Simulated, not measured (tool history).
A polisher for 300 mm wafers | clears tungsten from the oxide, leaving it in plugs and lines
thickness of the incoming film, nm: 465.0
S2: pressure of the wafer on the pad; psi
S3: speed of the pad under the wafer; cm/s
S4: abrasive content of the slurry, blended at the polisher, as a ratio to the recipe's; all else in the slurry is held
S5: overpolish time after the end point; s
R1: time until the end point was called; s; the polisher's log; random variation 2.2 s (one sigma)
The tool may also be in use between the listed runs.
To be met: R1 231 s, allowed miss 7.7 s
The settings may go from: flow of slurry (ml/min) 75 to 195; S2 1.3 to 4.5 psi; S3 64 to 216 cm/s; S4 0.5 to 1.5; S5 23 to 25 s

{"run": 1, "hour": 0.0, "flow of slurry (ml/min)": 125, "S2": 2.9, "S3": 140, "S4": 1, "S5": 23, "R1": 99.962}
{"run": 2, "hour": 3.6, "flow of slurry (ml/min)": 125, "S2": 2.9, "S3": 140, "S4": 0.85, "S5": 23, "R1": 105.84}
{"run": 3, "hour": 8.3, "flow of slurry (ml/min)": 125, "S2": 3.2, "S3": 140, "S4": 0.85, "S5": 23, "R1": 96.352}
{"run": 4, "hour": 10.0, "flow of slurry (ml/min)": 120, "S2": 2.8, "S3": 132, "S4": 0.85, "S5": 23, "R1": 116.31}
{"run": 5, "hour": 16.0, "flow of slurry (ml/min)": 115, "S2": 2.5, "S3": 126, "S4": 0.85, "S5": 23, "R1": 135.51}
{"run": 6, "hour": 17.6, "flow of slurry (ml/min)": 105, "S2": 2.5, "S3": 126, "S4": 0.85, "S5": 23, "R1": 137.67}
{"run": 7, "hour": 18.4, "flow of slurry (ml/min)": 100, "S2": 2.2, "S3": 122, "S4": 0.85, "S5": 23, "R1": 160.64}
{"run": 8, "hour": 26.8, "flow of slurry (ml/min)": 95, "S2": 2, "S3": 122, "S4": 0.85, "S5": 23, "R1": 174.16}
{"run": 9, "hour": 31.2, "flow of slurry (ml/min)": 95, "S2": 1.8, "S3": 122, "S4": 0.85, "S5": 23, "R1": 193.32}
{"run": 10, "hour": 36.0, "flow of slurry (ml/min)": 95, "S2": 1.7, "S3": 122, "S4": 0.85, "S5": 23, "R1": 201.73}
{"run": 11, "hour": 44.9, "flow of slurry (ml/min)": 95, "S2": 1.6, "S3": 122, "S4": 0.85, "S5": 23, "R1": 220.06}
{"run": 12, "hour": 51.4, "flow of slurry (ml/min)": 95, "S2": 1.6, "S3": 122, "S4": 0.85, "S5": 23, "R1": 219.9}

Which of these 4 next moves meets every target?
{"run": "A", "hour": 57.9, "flow of slurry (ml/min)": 160, "S2": 1.6, "S3": 104, "S4": 1.05, "S5": 25, "R1": "?"}
{"run": "B", "hour": 57.9, "flow of slurry (ml/min)": 95, "S2": 1.5, "S3": 136, "S4": 0.95, "S5": 23, "R1": "?"}
{"run": "C", "hour": 57.9, "flow of slurry (ml/min)": 90, "S2": 1.4, "S3": 146, "S4": 0.9, "S5": 23, "R1": "?"}
{"run": "D", "hour": 57.9, "flow of slurry (ml/min)": 75, "S2": 1.5, "S3": 122, "S4": 0.95, "S5": 23, "R1": "?"}

move=A R1=214.31
move=B R1=204.32
move=C R1=211.49
move=D R1=229.3
A: further off than the last run
B: further off than the last run
C: further off than the last run
D: meets every target
The right move is D.

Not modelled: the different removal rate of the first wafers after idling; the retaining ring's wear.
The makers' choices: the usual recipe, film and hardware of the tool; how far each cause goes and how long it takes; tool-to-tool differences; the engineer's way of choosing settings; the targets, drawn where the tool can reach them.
